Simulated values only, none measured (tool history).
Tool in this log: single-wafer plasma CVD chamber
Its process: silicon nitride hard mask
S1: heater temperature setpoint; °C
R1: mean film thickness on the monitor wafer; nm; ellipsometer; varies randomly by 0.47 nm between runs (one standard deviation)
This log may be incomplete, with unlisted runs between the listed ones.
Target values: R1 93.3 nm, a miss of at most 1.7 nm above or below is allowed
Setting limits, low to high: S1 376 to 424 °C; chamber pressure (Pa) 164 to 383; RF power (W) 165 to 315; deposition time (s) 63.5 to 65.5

{"run": 1, "hour": 0.0, "S1": 400, "chamber pressure (Pa)": 273, "RF power (W)": 240, "deposition time (s)": 63.5, "R1": 69.611}
{"run": 2, "hour": 4.7, "S1": 400, "chamber pressure (Pa)": 292, "RF power (W)": 255, "deposition time (s)": 63.7, "R1": 76.004}
{"run": 3, "hour": 13.1, "S1": 408, "chamber pressure (Pa)": 292, "RF power (W)": 255, "deposition time (s)": 63.7, "R1": 76.051}
{"run": 4, "hour": 16.0, "S1": 408, "chamber pressure (Pa)": 309, "RF power (W)": 260, "deposition time (s)": 63.8, "R1": 78.26}
{"run": 5, "hour": 21.8, "S1": 408, "chamber pressure (Pa)": 309, "RF power (W)": 260, "deposition time (s)": 63.5, "R1": 77.976}
{"run": 6, "hour": 30.8, "S1": 408, "chamber pressure (Pa)": 333, "RF power (W)": 260, "deposition time (s)": 63.5, "R1": 79.631}
{"run": 7, "hour": 36.5, "S1": 408, "chamber pressure (Pa)": 341, "RF power (W)": 270, "deposition time (s)": 63.6, "R1": 82.977}
{"run": 8, "hour": 42.9, "S1": 408, "chamber pressure (Pa)": 348, "RF power (W)": 275, "deposition time (s)": 63.7, "R1": 84.335}
{"run": 9, "hour": 46.6, "S1": 408, "chamber pressure (Pa)": 376, "RF power (W)": 310, "deposition time (s)": 64.1, "R1": 95.788}
{"run": 10, "hour": 49.6, "S1": 408, "chamber pressure (Pa)": 372, "RF power (W)": 310, "deposition time (s)": 64.1, "R1": 96.394}

Which one of the following 5 next-run settings gets every result inside its allowed miss? There is exactly one.
{"run": "A", "hour": 52.6, "S1": 411, "chamber pressure (Pa)": 381, "RF power (W)": 315, "deposition time (s)": 63.9, "R1": "?"}
{"run": "B", "hour": 52.6, "S1": 422, "chamber pressure (Pa)": 315, "RF power (W)": 315, "deposition time (s)": 63.9, "R1": "?"}
{"run": "C", "hour": 52.6, "S1": 410, "chamber pressure (Pa)": 375, "RF power (W)": 310, "deposition time (s)": 64.3, "R1": "?"}
{"run": "D", "hour": 52.6, "S1": 404, "chamber pressure (Pa)": 376, "RF power (W)": 280, "deposition time (s)": 63.8, "R1": "?"}
{"run": "E", "hour": 52.6, "S1": 401, "chamber pressure (Pa)": 380, "RF power (W)": 310, "deposition time (s)": 64.3, "R1": "?"}

move=A R1=97.788
move=B R1=93.08
move=C R1=96.797
move=D R1=88.423
move=E R1=97.448
A: moves away from the targets compared with the last run
B: all results in spec
C: moves away from the targets compared with the last run
D: carries the result that was furthest off beyond its target, to the other side
E: moves away from the targets compared with the last run
Go with B: it meets all targets.
